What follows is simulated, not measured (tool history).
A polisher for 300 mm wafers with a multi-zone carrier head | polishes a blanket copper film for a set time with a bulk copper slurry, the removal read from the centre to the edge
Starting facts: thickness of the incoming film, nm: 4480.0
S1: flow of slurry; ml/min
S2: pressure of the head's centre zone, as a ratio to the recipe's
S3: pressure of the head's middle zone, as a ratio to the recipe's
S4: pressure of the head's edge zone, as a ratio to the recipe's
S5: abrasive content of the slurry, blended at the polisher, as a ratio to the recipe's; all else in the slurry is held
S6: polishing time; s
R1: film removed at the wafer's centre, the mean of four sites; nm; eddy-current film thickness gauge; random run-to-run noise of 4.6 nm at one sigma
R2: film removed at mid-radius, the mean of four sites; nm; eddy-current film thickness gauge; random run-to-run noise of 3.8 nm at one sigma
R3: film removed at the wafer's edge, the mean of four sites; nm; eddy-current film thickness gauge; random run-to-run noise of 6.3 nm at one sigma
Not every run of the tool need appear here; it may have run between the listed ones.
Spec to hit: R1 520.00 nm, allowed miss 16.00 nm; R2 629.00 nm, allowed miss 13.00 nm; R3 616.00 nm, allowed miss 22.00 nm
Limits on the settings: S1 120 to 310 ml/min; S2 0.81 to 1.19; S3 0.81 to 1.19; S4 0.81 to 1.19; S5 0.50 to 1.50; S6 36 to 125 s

Run 1, hour 0.0: S1 200 ml/min, S2 1.00, S3 1.00, S4 1.00, S5 1.00, S6 80 s. Result: R1 843.29 nm, R2 819.42 nm, R3 830.35 nm.
Run 2, hour 6.7: S1 200 ml/min, S2 1.00, S3 1.00, S4 1.00, S5 1.15, S6 80 s. Result: R1 862.28 nm, R2 841.10 nm, R3 857.74 nm.
Run 3, hour 7.4: S1 200 ml/min, S2 1.00, S3 1.00, S4 1.00, S5 1.15, S6 95 s. Result: R1 1029.40 nm, R2 999.67 nm, R3 1022.90 nm.
Run 4, hour 8.7: S1 200 ml/min, S2 1.00, S3 1.00, S4 1.00, S5 1.30, S6 95 s. Result: R1 1058.50 nm, R2 1045.00 nm, R3 1056.80 nm.
Run 5, hour 13.1: S1 165 ml/min, S2 1.00, S3 1.00, S4 1.00, S5 1.30, S6 95 s. Result: R1 1024.00 nm, R2 1002.20 nm, R3 1032.50 nm.
Run 6, hour 18.2: S1 160 ml/min, S2 0.97, S3 1.01, S4 0.99, S5 1.20, S6 91 s. Result: R1 922.15 nm, R2 945.14 nm, R3 968.42 nm.
At hour 20.3: worn pad replaced by a new one.
Run 7, hour 20.3: S1 160 ml/min, S2 0.95, S3 1.01, S4 0.97, S5 1.10, S6 88 s. Result: R1 952.88 nm, R2 999.82 nm, R3 983.85 nm.
Run 8, hour 27.1: S1 165 ml/min, S2 0.95, S3 1.03, S4 1.00, S5 1.10, S6 83 s. Result: R1 903.91 nm, R2 952.72 nm, R3 972.06 nm.
Run 9, hour 29.9: S1 165 ml/min, S2 0.95, S3 1.03, S4 1.00, S5 1.10, S6 83 s. Result: R1 908.45 nm, R2 947.03 nm, R3 942.34 nm.
Run 10, hour 33.0: S1 160 ml/min, S2 0.93, S3 1.01, S4 0.98, S5 1.10, S6 78 s. Result: R1 830.60 nm, R2 881.45 nm, R3 882.08 nm.
Run 11, hour 39.1: S1 155 ml/min, S2 0.91, S3 1.01, S4 0.97, S5 1.05, S6 73 s. Result: R1 748.35 nm, R2 807.38 nm, R3 799.21 nm.
Run 12, hour 40.8: S1 150 ml/min, S2 0.90, S3 1.00, S4 0.96, S5 1.10, S6 70 s. Result: R1 704.60 nm, R2 773.23 nm, R3 785.77 nm.

Exactly one of the 4 candidate moves below puts every result within its allowed miss. Which one?
Run A, hour 42.5: S1 150 ml/min, S2 0.94, S3 0.94, S4 1.06, S5 1.15, S6 99 s. Result: R1 ?, R2 ?, R3 ?.
Run B, hour 42.5: S1 150 ml/min, S2 0.82, S3 1.01, S4 0.89, S5 1.20, S6 55 s. Result: R1 ?, R2 ?, R3 ?.
Run C, hour 42.5: S1 195 ml/min, S2 1.05, S3 1.08, S4 0.93, S5 0.90, S6 53 s. Result: R1 ?, R2 ?, R3 ?.
Run D, hour 42.5: S1 125 ml/min, S2 0.90, S3 0.87, S4 1.19, S5 1.50, S6 92 s. Result: R1 ?, R2 ?, R3 ?.

move       R1       R2       R3
   A  1050.10  1058.80  1169.50
   B   513.88   622.97   612.49
   C   626.45   613.75   579.40
   D   946.52   956.28  1181.40
A: moves away from the targets compared with the last run
B: hits every target within its allowed miss
C: gains on the last run, yet a result remains outside its allowed miss
D: moves away from the targets compared with the last run
Go with B: it meets all targets.
